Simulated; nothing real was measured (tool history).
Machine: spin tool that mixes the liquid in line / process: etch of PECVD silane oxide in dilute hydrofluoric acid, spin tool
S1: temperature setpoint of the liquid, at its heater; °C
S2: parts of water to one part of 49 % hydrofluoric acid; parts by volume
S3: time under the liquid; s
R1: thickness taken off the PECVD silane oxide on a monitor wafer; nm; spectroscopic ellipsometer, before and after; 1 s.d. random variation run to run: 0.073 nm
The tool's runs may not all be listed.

run 1 day=0 | S1=23 S2=155 S3=40 | R1=4.2079
run 2 day=0.292 | S1=25 S2=140 S3=40 | R1=5.1872
run 3 day=0.438 | S1=25 S2=140 S3=30 | R1=3.8447
run 4 day=0.775 | S1=26.5 S2=140 S3=30 | R1=4.1535
run 5 day=0.812 | S1=27.5 S2=115 S3=30 | R1=5.3297
run 6 day=1.017 | S1=28.5 S2=100 S3=30 | R1=6.5066
run 7 day=1.175 | S1=29 S2=95 S3=30 | R1=6.9706

Forecast run 8:
run 8 day=1.2 | S1=29.5 S2=90 S3=30 | R1=?

Run 8 produced R1 7.6372 nm.
